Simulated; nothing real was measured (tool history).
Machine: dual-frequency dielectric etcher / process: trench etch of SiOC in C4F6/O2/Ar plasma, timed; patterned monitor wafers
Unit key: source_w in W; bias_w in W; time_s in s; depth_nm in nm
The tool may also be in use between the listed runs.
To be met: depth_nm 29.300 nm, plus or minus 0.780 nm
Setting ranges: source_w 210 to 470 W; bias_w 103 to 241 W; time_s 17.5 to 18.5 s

run  hour  source_w  bias_w  time_s  depth_nm
  1   0.0       340     172    17.5    33.731
  2   7.6       400     172    17.5    35.768
  3  11.5       400     172    17.5    35.856
  4  15.7       370     172    17.5    34.880
  5  23.6       350     166    17.5    33.980
  6  29.5       350     166    18.5    35.678
  7  33.9       340     160    18.5    35.260
  8  36.9       330     154    18.5    34.402
  9  45.3       320     149    18.5    33.684
 10  47.7       310     145    18.5    32.923
 11  49.3       300     142    18.5    32.222

Which single option among these 4 for the next run brings every result within its allowed miss of target? Just one does.
  A  50.9       240     167    18.5         ?
  B  50.9       300     103    17.5         ?
  C  50.9       330     170    18.5         ?
  D  50.9       280     155    18.5         ?

move  depth_nm
   A    30.539
   B    28.918
   C    34.878
   D    32.015
A: better than the last run, though not everything is in spec
B: every result within its allowed miss
C: its largest miss is bigger than the last run's
D: better than the last run, though not everything is in spec
Correct choice: B, which meets every target
